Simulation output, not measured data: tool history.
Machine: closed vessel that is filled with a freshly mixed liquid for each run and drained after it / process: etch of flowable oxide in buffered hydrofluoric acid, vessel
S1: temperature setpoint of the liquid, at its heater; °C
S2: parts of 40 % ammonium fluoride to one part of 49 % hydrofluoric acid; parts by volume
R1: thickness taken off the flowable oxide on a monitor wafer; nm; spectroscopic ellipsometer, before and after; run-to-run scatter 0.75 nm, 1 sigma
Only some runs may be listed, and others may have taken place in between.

run 1 hour=0.0 | S1=20.0 S2=19.0 time_in_the_liquid_(s)=35 | R1=59.612
run 2 hour=4.3 | S1=21.5 S2=18.0 time_in_the_liquid_(s)=35 | R1=68.276
run 3 hour=10.2 | S1=23.0 S2=17.5 time_in_the_liquid_(s)=35 | R1=76.892
run 4 hour=11.7 | S1=19.5 S2=17.5 time_in_the_liquid_(s)=35 | R1=62.582
run 5 hour=15.4 | S1=21.5 S2=17.0 time_in_the_liquid_(s)=35 | R1=72.481
run 6 hour=23.6 | S1=23.0 S2=17.0 time_in_the_liquid_(s)=35 | R1=77.856
run 7 hour=27.9 | S1=23.0 S2=17.0 time_in_the_liquid_(s)=35 | R1=78.542
run 8 hour=30.4 | S1=24.0 S2=17.0 time_in_the_liquid_(s)=35 | R1=82.455

Forecast run 9:
run 9 hour=38.6 | S1=25.0 S2=16.5 time_in_the_liquid_(s)=35 | R1=?

{"run 9": {"R1": 90.461}}

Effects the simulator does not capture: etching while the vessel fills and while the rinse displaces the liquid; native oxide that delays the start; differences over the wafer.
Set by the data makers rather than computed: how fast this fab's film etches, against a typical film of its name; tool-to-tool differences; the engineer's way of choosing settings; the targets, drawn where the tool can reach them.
